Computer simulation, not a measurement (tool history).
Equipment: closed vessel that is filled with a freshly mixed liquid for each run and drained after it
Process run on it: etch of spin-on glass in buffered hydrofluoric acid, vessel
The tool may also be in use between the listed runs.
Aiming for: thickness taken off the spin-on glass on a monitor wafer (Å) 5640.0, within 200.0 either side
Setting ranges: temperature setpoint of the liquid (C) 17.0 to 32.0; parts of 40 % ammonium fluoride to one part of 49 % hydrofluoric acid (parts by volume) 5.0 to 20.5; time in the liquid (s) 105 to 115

run    day  temperature setpoint of the liquid (C)  parts of 40 % ammonium fluoride to one part of 49 % hydrofluoric acid (parts by volume)  time in the liquid (s)  thickness taken off the spin-on glass on a monitor wafer (Å)
  1  0.000                                    25.0                                                                                     12.5                     105                                                        4125.4
  2  0.054                                    22.5                                                                                     12.5                     105                                                        3555.6
  3  0.329                                    22.5                                                                                     12.5                     105                                                        3586.5
  4  0.588                                    24.0                                                                                     12.5                     105                                                        3920.1
  5  0.742                                    25.0                                                                                     12.5                     105                                                        4140.7
  6  1.075                                    26.0                                                                                     12.5                     105                                                        4376.5
  7  1.175                                    26.0                                                                                     12.5                     105                                                        4406.9
  8  1.388                                    26.5                                                                                     12.5                     105                                                        4450.6
  9  1.508                                    27.0                                                                                     12.5                     105                                                        4562.7
 10  1.858                                    27.5                                                                                     12.5                     105                                                        4678.6
 11  2.125                                    28.0                                                                                     12.5                     105                                                        4882.4
 12  2.467                                    28.5                                                                                     12.5                     105                                                        4919.3
 13  2.546                                    29.0                                                                                     12.5                     105                                                        5107.6
 14  2.896                                    29.5                                                                                     12.5                     105                                                        5285.3

4 next moves are on the table. One of them brings every result within its allowed miss. Which?
  A  3.246                                    30.0                                                                                     14.0                     110                                                             ?
  B  3.246                                    30.0                                                                                     14.0                     105                                                             ?
  C  3.246                                    29.5                                                                                     13.0                     105                                                             ?
  D  3.246                                    32.0                                                                                     14.5                     115                                                             ?

move  thickness taken off the spin-on glass on a monitor wafer (Å)
   A                                                        5066.3
   B                                                        4836.1
   C                                                        5064.7
   D                                                        5681.4
A: the biggest miss grows against the last run
B: the biggest miss grows against the last run
C: the biggest miss grows against the last run
D: meets every target
The move that meets every target is D.

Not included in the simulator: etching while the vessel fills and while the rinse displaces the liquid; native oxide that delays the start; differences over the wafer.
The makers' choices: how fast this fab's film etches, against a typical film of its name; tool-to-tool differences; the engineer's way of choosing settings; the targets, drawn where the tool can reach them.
